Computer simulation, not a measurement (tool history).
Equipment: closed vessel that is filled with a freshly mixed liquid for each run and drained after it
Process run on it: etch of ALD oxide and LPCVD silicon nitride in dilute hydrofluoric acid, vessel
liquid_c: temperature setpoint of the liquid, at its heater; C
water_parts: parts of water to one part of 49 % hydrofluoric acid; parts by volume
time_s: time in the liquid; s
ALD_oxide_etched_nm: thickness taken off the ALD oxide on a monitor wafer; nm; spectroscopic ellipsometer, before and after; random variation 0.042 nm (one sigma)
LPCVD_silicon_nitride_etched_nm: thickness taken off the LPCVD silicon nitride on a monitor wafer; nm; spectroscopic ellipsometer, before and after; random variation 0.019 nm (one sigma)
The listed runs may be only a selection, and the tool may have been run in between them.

run	day	liquid_c	water_parts	time_s	ALD_oxide_etched_nm	LPCVD_silicon_nitride_etched_nm
1	0.000	24.0	115	60	10.6900	0.26711
2	0.262	24.0	115	70	12.4590	0.35088
3	0.521	24.0	115	50	8.8366	0.28036
4	0.792	24.0	115	65	11.4950	0.26325
# day 0.967: thermometer replaced
5	0.967	23.0	115	65	10.2910	0.25656
6	1.250	23.0	130	65	9.0266	0.25293
7	1.504	23.0	130	65	9.0318	0.22159

Run 8 is up next; what results do you expect?
8	1.642	22.5	130	65	?	?

{"run 8": {"ALD_oxide_etched_nm": 8.907, "LPCVD_silicon_nitride_etched_nm": 0.23485}}

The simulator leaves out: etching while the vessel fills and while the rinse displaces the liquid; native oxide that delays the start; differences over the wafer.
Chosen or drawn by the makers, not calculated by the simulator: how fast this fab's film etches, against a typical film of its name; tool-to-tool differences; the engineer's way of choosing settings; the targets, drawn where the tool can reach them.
